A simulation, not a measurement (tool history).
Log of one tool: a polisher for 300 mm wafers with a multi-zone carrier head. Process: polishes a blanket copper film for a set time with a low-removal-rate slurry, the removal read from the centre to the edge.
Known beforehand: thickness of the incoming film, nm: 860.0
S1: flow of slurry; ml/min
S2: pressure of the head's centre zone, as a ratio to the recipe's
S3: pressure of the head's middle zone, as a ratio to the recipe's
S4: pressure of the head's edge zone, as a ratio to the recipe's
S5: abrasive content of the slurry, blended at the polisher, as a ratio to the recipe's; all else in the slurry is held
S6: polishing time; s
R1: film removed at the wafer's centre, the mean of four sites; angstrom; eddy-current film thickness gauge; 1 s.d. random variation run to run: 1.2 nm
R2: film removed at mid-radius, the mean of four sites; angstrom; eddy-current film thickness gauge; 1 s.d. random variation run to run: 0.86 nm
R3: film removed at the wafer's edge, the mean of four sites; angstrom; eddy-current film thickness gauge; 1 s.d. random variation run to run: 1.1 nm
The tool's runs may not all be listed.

Run 1, day 0: S1 200 ml/min, S2 1, S3 1, S4 1, S5 1, S6 36 s. Result: R1 850.98 angstrom, R2 890.16 angstrom, R3 893.06 angstrom.
Run 2, day 0.208: S1 160 ml/min, S2 1, S3 1, S4 1, S5 1, S6 36 s. Result: R1 824.78 angstrom, R2 865.17 angstrom, R3 863.46 angstrom.
Run 3, day 0.512: S1 160 ml/min, S2 1, S3 1, S4 0.93, S5 1, S6 36 s. Result: R1 836.96 angstrom, R2 872.18 angstrom, R3 839.45 angstrom.
Run 4, day 0.838: S1 160 ml/min, S2 1, S3 1, S4 1, S5 1, S6 36 s. Result: R1 814.64 angstrom, R2 867.96 angstrom, R3 859.51 angstrom.
Run 5, day 1.096: S1 160 ml/min, S2 0.97, S3 1, S4 1, S5 1, S6 36 s. Result: R1 790.19 angstrom, R2 871.59 angstrom, R3 862.83 angstrom.
Run 6, day 1.138: S1 160 ml/min, S2 0.97, S3 1, S4 1, S5 0.85, S6 36 s. Result: R1 771.16 angstrom, R2 822.38 angstrom, R3 836.83 angstrom.
Run 7, day 1.425: S1 195 ml/min, S2 0.96, S3 0.97, S4 1.06, S5 1.05, S6 38 s. Result: R1 866.77 angstrom, R2 941.66 angstrom, R3 967.16 angstrom.

Run 8 has not been measured yet. What should we expect?
Run 8, day 1.5: S1 215 ml/min, S2 0.93, S3 0.92, S4 1.1, S5 1.15, S6 40 s. Result: R1 ?, R2 ?, R3 ?.

Run 8 gave R1 917.8 angstrom, R2 975.36 angstrom, R3 1087.2 angstrom.

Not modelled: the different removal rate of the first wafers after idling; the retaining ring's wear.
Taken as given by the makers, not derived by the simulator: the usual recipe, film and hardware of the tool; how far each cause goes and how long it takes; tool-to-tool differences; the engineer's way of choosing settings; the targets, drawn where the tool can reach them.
